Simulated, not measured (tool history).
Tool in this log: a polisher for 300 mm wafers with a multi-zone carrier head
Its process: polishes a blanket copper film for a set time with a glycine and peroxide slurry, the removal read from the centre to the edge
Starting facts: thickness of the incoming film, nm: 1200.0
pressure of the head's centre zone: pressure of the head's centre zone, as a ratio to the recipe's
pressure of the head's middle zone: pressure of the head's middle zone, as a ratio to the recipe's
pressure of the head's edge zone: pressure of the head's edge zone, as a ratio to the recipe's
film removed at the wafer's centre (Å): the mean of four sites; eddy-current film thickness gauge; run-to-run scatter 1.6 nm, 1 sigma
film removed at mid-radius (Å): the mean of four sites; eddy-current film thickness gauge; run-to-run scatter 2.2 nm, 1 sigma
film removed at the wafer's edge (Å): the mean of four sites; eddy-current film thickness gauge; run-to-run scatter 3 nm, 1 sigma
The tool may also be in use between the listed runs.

run,hour,flow of slurry (ml/min),pressure of the head's centre zone,pressure of the head's middle zone,pressure of the head's edge zone,polishing time (s),film removed at the wafer's centre (Å),film removed at mid-radius (Å),film removed at the wafer's edge (Å)
1,0,250,1,1,1,78,2979.9,2943.3,3172.5
2,4.4,245,0.98,0.98,0.98,75,2806.1,2832.1,3009.7
3,10.5,240,0.97,0.96,0.98,72,2691.8,2631,2777.9
4,15.2,290,0.97,0.96,0.98,72,2753,2684.7,2886.1
5,18,285,0.95,0.94,0.99,70,2619.1,2597.8,2819.6
6,25.6,275,0.94,0.92,1,68,2535.1,2454.5,2723.7
7,29.1,265,0.92,0.9,1,67,2430.1,2380.1,2661.5
8,29.8,265,0.92,0.9,1,67,2413,2373.3,2626.8
9,38.6,255,0.91,0.88,1,66,2330.1,2289.2,2650.2
# hour 43.7: worn pad replaced by a new one
10,43.7,250,0.9,0.87,0.98,65,2500.3,2437.9,2808.2
11,48.1,250,0.9,0.87,1,65,2537.1,2409,2903.1
12,54.5,270,0.9,0.88,1.02,64,2509.8,2428.8,2876
13,59.9,260,0.89,0.87,1,63,2458.2,2356.9,2736.5
14,61.3,255,0.89,0.88,1.02,60,2299.1,2262,2644.7

Expected results for the next run?
15,67.9,255,0.89,0.88,1.02,58,?,?,?

{"run 15": {"film removed at the wafer's centre (Å)": 2222.8, "film removed at mid-radius (Å)": 2169.3, "film removed at the wafer's edge (Å)": 2622}}
